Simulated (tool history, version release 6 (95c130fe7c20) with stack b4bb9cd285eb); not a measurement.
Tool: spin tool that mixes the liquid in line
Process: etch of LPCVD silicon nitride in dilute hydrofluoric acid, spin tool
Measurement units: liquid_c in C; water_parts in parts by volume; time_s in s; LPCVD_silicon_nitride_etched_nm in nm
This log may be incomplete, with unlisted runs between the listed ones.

run	hour	liquid_c	water_parts	time_s	LPCVD_silicon_nitride_etched_nm
1	0	20	55	45	0.30673
2	7.7	20	55	25	0.16435
3	15.8	20	70	25	0.13084
4	16.6	20	70	45	0.23825
5	25.5	18.5	70	45	0.21459
6	31.7	18.5	65	45	0.21218
7	32.3	19.5	60	45	0.27812
8	35	19.5	55	45	0.27864
9	41.8	20	50	45	0.32637
10	49.3	20.5	45	45	0.38314

What will run 11 give?
11	56.2	21	45	45	?

Logged for run 11: LPCVD_silicon_nitride_etched_nm 0.3874 nm.

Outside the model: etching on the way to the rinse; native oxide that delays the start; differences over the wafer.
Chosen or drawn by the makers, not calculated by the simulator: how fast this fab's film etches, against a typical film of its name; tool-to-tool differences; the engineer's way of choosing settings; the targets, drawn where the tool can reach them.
